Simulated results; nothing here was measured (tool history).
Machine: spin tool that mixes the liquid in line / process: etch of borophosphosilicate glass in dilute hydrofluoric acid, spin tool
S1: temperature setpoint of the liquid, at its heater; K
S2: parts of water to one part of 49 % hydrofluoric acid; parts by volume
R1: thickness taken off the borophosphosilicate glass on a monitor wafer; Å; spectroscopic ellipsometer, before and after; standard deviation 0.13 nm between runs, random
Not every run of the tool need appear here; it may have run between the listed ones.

Run 1, hour 0.0: S1 296.15 K, S2 280 parts by volume, time under the liquid (s) 300. Result: R1 341.00 Å.
Run 2, hour 7.2: S1 296.15 K, S2 315 parts by volume, time under the liquid (s) 300. Result: R1 292.51 Å.
Run 3, hour 14.8: S1 296.15 K, S2 315 parts by volume, time under the liquid (s) 320. Result: R1 313.04 Å.
Run 4, hour 17.4: S1 295.15 K, S2 330 parts by volume, time under the liquid (s) 320. Result: R1 282.80 Å.
Run 5, hour 21.8: S1 296.65 K, S2 330 parts by volume, time under the liquid (s) 320. Result: R1 298.15 Å.
Run 6, hour 22.9: S1 296.65 K, S2 415 parts by volume, time under the liquid (s) 320. Result: R1 220.88 Å.

Predict the results of run 7:
Run 7, hour 27.9: S1 295.65 K, S2 415 parts by volume, time under the liquid (s) 320. Result: R1 ?.

Logged for run 7: R1 212.79 Å.

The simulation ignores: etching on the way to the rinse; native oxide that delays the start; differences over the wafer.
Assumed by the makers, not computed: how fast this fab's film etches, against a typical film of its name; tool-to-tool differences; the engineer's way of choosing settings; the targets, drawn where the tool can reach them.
